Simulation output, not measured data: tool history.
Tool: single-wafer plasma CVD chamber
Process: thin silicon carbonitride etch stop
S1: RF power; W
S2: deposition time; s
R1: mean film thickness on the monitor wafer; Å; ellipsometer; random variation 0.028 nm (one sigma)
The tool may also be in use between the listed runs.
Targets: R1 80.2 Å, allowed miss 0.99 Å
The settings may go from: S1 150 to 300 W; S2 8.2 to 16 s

run,hour,S1,S2,R1
1,0,225,12.1,69.116
2,5.5,245,12.1,70.35
3,13.4,220,12.1,68.316
4,16.4,240,12.4,71.746
5,24.7,270,12.4,73.875
6,32.9,290,12.4,75.789
7,39.2,290,12.6,76.63
8,44.4,290,12.7,77.642
9,49.3,290,12.8,77.733
10,56.7,290,12.9,78.349
11,60.8,290,13,78.994

4 next moves are on the table. One of them brings every result within its allowed miss. Which?
A,64.9,290,13.5,?
B,64.9,300,13.5,?
C,64.9,295,13.1,?
D,64.9,295,13.5,?

move,R1
A,82.626
B,83.403
C,80.557
D,83.017
A: takes the result that was furthest off past its target
B: takes the result that was furthest off past its target
C: meets every target
D: takes the result that was furthest off past its target
Answer: C
